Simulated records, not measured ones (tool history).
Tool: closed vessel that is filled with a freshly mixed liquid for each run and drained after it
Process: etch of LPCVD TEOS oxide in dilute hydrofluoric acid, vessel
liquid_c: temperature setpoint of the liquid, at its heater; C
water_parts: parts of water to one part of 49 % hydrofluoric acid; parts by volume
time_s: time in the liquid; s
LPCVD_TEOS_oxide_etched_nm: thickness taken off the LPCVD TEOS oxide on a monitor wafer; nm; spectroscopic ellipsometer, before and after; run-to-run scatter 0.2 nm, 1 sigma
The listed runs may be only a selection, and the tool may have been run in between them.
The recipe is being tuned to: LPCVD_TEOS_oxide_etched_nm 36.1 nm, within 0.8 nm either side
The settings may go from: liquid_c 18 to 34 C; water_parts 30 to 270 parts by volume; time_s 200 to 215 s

run  hour  liquid_c  water_parts  time_s  LPCVD_TEOS_oxide_etched_nm
  1     0        26          150     200                      48.908
  2   1.7        26          125     200                      60.588
  3     5      24.5          125     200                      57.533
  4  10.5      22.5          135     200                      48.549
  5  14.2        21          140     200                      43.837
  6  17.8        20          145     200                       40.16
  7  25.9      19.5          145     200                      39.402
  8  34.2        19          145     200                      38.369
  9  42.7      18.5          145     200                      37.763
 10  49.8        18          145     200                      37.094

4 candidate next runs follow, results not yet known. Just one meets every target within its allowed miss. Identify it.
  A  56.9        18          155     200                           ?
  B  56.9        20          165     210                           ?
  C  56.9        18          145     210                           ?
  D  56.9      18.5          160     200                           ?

move  LPCVD_TEOS_oxide_etched_nm
   A                      34.011
   B                      35.974
   C                      38.555
   D                      33.453
A: carries the result that was furthest off beyond its target, to the other side
B: every result lands within tolerance
C: its largest miss is bigger than the last run's
D: carries the result that was furthest off beyond its target, to the other side
The move that meets every target is B.
